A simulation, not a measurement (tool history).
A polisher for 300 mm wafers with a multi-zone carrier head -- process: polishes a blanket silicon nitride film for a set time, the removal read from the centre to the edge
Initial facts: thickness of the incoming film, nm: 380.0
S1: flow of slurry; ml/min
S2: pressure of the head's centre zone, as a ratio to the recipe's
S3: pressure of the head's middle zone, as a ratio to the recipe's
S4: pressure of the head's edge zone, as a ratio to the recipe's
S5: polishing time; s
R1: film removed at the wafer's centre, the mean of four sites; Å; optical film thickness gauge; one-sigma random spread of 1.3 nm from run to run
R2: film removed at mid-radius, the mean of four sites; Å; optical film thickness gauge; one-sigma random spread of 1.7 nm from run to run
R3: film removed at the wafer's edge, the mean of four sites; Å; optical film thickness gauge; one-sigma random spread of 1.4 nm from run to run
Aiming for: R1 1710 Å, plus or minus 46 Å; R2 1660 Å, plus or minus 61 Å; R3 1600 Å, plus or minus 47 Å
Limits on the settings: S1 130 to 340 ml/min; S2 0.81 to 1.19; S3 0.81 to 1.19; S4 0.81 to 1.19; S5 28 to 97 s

| run | hour | S1 | S2 | S3 | S4 | S5 | R1 | R2 | R3 |
|---|---|---|---|---|---|---|---|---|---|
| 1 | 0 | 220 | 1 | 1 | 1 | 62 | 1673.2 | 1476.7 | 1511.2 |
| 2 | 7 | 230 | 1 | 1.02 | 1.01 | 62 | 1676.5 | 1512.1 | 1541.6 |
| 3 | 8.9 | 230 | 0.97 | 1.02 | 1.01 | 62 | 1625.6 | 1477.8 | 1535.8 |
| 4 | 11.9 | 230 | 0.97 | 1.02 | 1.01 | 53 | 1372.7 | 1276.8 | 1313.7 |
| 5 | 13.3 | 230 | 0.97 | 0.97 | 1.01 | 53 | 1384.5 | 1240.7 | 1295.8 |
| 6 | 14 | 185 | 0.97 | 0.97 | 1.01 | 53 | 1320.1 | 1197.4 | 1282.4 |
| 7 | 15.8 | 200 | 0.98 | 1.01 | 1.03 | 54 | 1390.4 | 1268.1 | 1331.8 |
| 8 | 18.2 | 215 | 0.99 | 1.05 | 1.04 | 55 | 1465.1 | 1355.9 | 1344.9 |
| 9 | 23.2 | 220 | 0.98 | 1.06 | 1.05 | 57 | 1478 | 1438.3 | 1425.6 |
| 10 | 29.5 | 235 | 0.99 | 1.06 | 1.07 | 57 | 1526.4 | 1425.3 | 1458.9 |
| 11 | 31.9 | 245 | 1 | 1.08 | 1.08 | 57 | 1543.9 | 1466.2 | 1455.9 |
| 12 | 40.8 | 280 | 1.04 | 1.13 | 1.18 | 61 | 1754.1 | 1640.7 | 1670.1 |

5 candidate next runs follow, results not yet known. Just one meets every target within its allowed miss. Identify it.
| A | 49.7 | 285 | 1.05 | 1.18 | 1.07 | 62 | ? | ? | ? |
| B | 49.7 | 295 | 1.06 | 1.16 | 1.13 | 62 | ? | ? | ? |
| C | 49.7 | 270 | 1.01 | 1.15 | 1.11 | 61 | ? | ? | ? |
| D | 49.7 | 280 | 0.95 | 0.91 | 1.19 | 67 | ? | ? | ? |
| E | 49.7 | 310 | 1.03 | 1.06 | 1.19 | 63 | ? | ? | ? |

| move | R1 | R2 | R3 |
|---|---|---|---|
| A | 1813.8 | 1701 | 1617.8 |
| B | 1838.3 | 1684.6 | 1668.1 |
| C | 1705 | 1631.2 | 1614.5 |
| D | 1767 | 1511.4 | 1849.2 |
| E | 1824.1 | 1606.5 | 1749.9 |
A: puts the biggest miss on target and leaves a different result outside tolerance
B: further off than the last run
C: hits every target within its allowed miss
D: further off than the last run
E: further off than the last run
Move C is the one to make.
